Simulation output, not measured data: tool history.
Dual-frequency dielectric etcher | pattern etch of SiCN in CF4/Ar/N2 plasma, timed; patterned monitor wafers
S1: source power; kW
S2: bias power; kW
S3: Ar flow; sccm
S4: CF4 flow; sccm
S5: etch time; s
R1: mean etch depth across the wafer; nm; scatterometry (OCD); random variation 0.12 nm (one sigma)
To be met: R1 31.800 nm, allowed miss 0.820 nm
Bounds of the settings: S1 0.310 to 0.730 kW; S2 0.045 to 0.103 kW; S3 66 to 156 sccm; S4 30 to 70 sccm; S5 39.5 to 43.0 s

run    day     S1     S2   S3  S4    S5      R1
  1  0.000  0.520  0.074  111  50  43.0  36.539
  2  0.071  0.500  0.074  111  50  43.0  35.800
  3  0.433  0.500  0.074  111  55  43.0  36.404
  4  0.721  0.480  0.074  111  55  43.0  35.674
  5  0.854  0.460  0.074  111  55  43.0  34.622
  6  0.996  0.450  0.074  111  55  43.0  34.384
  7  1.288  0.440  0.074  111  55  43.0  33.880
  8  1.588  0.430  0.074  111  55  43.0  33.555
  9  1.775  0.420  0.074  111  55  43.0  33.148
 10  1.825  0.410  0.074  111  55  43.0  32.839

Which of these 4 next moves meets every target?
  A  1.875  0.450  0.065  109  47  39.5   ?
  B  1.875  0.410  0.077  106  57  43.0   ?
  C  1.875  0.410  0.076  111  62  43.0   ?
  D  1.875  0.420  0.076  107  50  41.5   ?

move      R1
   A  29.144
   B  33.605
   C  33.791
   D  31.820
A: takes the result that was furthest off past its target
B: further off than the last run
C: further off than the last run
D: meets every target
Answer: D

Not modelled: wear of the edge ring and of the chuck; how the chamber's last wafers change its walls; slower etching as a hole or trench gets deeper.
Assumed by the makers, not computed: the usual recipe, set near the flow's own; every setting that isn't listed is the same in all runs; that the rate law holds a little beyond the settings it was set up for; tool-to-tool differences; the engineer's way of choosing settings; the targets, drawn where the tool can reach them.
